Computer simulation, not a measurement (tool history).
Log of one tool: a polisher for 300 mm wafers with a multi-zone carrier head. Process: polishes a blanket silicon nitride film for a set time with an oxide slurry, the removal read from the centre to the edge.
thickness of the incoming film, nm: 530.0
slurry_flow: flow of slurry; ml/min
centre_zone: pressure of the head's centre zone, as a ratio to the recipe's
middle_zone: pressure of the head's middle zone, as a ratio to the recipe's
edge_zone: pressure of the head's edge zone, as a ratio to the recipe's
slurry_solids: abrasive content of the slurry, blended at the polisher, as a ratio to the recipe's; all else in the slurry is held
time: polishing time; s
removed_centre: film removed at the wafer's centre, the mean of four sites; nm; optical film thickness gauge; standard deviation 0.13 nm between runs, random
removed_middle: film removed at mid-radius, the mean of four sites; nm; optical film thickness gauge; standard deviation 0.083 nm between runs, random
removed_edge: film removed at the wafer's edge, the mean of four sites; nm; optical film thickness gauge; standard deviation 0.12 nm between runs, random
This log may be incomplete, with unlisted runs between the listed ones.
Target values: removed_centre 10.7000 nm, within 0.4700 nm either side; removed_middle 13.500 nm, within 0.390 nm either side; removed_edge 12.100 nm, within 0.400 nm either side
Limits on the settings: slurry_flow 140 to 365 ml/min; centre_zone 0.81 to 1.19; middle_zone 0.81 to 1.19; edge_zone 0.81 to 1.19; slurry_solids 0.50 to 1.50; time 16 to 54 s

| run | hour | slurry_flow | centre_zone | middle_zone | edge_zone | slurry_solids | time | removed_centre | removed_middle | removed_edge |
|---|---|---|---|---|---|---|---|---|---|---|
| 1 | 0.0 | 235 | 1.00 | 1.00 | 1.00 | 1.00 | 35 | 27.0500 | 26.807 | 26.691 |
| 2 | 8.6 | 270 | 1.00 | 1.00 | 1.00 | 1.00 | 35 | 27.4290 | 27.066 | 27.782 |
| 3 | 17.6 | 270 | 0.95 | 1.00 | 1.00 | 1.00 | 35 | 26.1240 | 27.175 | 27.111 |
| 4 | 20.2 | 270 | 0.99 | 1.00 | 1.00 | 1.00 | 35 | 27.3500 | 27.103 | 27.481 |
| 5 | 26.4 | 270 | 0.99 | 1.00 | 1.00 | 1.00 | 30 | 23.5400 | 23.221 | 23.275 |
| 6 | 29.7 | 270 | 0.92 | 1.00 | 1.00 | 1.00 | 30 | 21.3220 | 23.204 | 23.404 |
| 7 | 37.2 | 255 | 0.90 | 1.00 | 0.96 | 0.90 | 28 | 19.0590 | 20.863 | 20.447 |
| 8 | 38.0 | 240 | 0.88 | 1.01 | 0.95 | 0.80 | 26 | 16.7590 | 18.682 | 18.307 |
| 9 | 46.9 | 235 | 0.86 | 1.03 | 0.94 | 0.75 | 24 | 14.4600 | 17.329 | 16.440 |
| 10 | 55.7 | 230 | 0.85 | 1.03 | 0.92 | 0.70 | 23 | 13.5830 | 15.888 | 14.947 |
| 11 | 63.7 | 220 | 0.84 | 1.04 | 0.91 | 0.65 | 23 | 12.7780 | 15.730 | 14.299 |
| 12 | 70.0 | 210 | 0.83 | 1.04 | 0.90 | 0.60 | 23 | 12.0950 | 15.227 | 14.108 |
| 13 | 73.7 | 210 | 0.83 | 1.04 | 0.88 | 0.60 | 23 | 12.4270 | 15.131 | 14.071 |
| 14 | 78.4 | 210 | 0.83 | 1.04 | 0.88 | 0.60 | 23 | 12.1830 | 15.054 | 13.945 |
| 15 | 81.3 | 210 | 0.83 | 1.04 | 0.87 | 0.60 | 23 | 11.9390 | 15.098 | 14.019 |
| 16 | 84.6 | 210 | 0.84 | 1.05 | 0.87 | 0.60 | 22 | 11.7320 | 14.680 | 13.139 |
| 17 | 87.7 | 180 | 0.82 | 1.03 | 0.82 | 0.50 | 21 | 10.0990 | 12.516 | 11.339 |
| 18 | 95.3 | 190 | 0.82 | 1.03 | 0.82 | 0.50 | 21 | 10.3130 | 12.728 | 11.409 |

Of the 4 settings listed for the next run, only one would bring every result within its allowed miss of target. Which one?
| A | 102.9 | 140 | 0.81 | 0.93 | 0.97 | 0.50 | 22 | ? | ? | ? |
| B | 102.9 | 195 | 0.81 | 1.03 | 0.81 | 0.50 | 22 | ? | ? | ? |
| C | 102.9 | 175 | 0.93 | 1.12 | 0.81 | 0.50 | 19 | ? | ? | ? |
| D | 102.9 | 225 | 0.88 | 1.05 | 0.81 | 0.60 | 19 | ? | ? | ? |

| move | removed_centre | removed_middle | removed_edge |
|---|---|---|---|
| A | 9.7007 | 11.522 | 12.386 |
| B | 10.5020 | 13.470 | 11.988 |
| C | 10.2050 | 12.243 | 10.191 |
| D | 10.7160 | 12.811 | 11.154 |
A: lands further from the targets than the last run did
B: every result lands within tolerance
C: lands further from the targets than the last run did
D: lands further from the targets than the last run did
B is the move that brings every result within its allowed miss.

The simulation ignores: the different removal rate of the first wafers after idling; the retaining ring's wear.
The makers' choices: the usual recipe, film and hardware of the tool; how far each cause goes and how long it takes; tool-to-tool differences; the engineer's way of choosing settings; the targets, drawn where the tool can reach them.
